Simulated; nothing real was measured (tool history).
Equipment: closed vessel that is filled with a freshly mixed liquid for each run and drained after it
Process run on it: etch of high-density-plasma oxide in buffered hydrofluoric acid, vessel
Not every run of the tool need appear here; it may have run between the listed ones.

run,day,temperature setpoint of the liquid (K),parts of 40 % ammonium fluoride to one part of 49 % hydrofluoric acid (parts by volume),time in the liquid (s),thickness taken off the high-density-plasma oxide on a monitor wafer (Å)
1,0.000,298.15,12.5,30,644.82
2,0.338,297.15,13.0,30,588.95
3,0.712,297.15,13.0,30,581.46
4,0.862,297.15,10.0,30,754.82
5,1.071,296.15,11.0,30,649.82
6,1.254,295.15,11.5,30,587.61
7,1.383,294.65,12.0,30,545.42
8,1.700,294.15,12.5,30,507.28
9,2.075,293.65,13.0,30,477.20
10,2.242,293.15,13.5,30,448.99
11,2.458,292.65,14.0,30,424.53
12,2.688,292.15,14.0,30,407.64
13,2.958,291.65,14.0,30,406.55

Run 14 comes next. What will it give?
14,3.250,291.65,14.5,30,?

{"run 14": {"thickness taken off the high-density-plasma oxide on a monitor wafer (Å)": 387.96}}

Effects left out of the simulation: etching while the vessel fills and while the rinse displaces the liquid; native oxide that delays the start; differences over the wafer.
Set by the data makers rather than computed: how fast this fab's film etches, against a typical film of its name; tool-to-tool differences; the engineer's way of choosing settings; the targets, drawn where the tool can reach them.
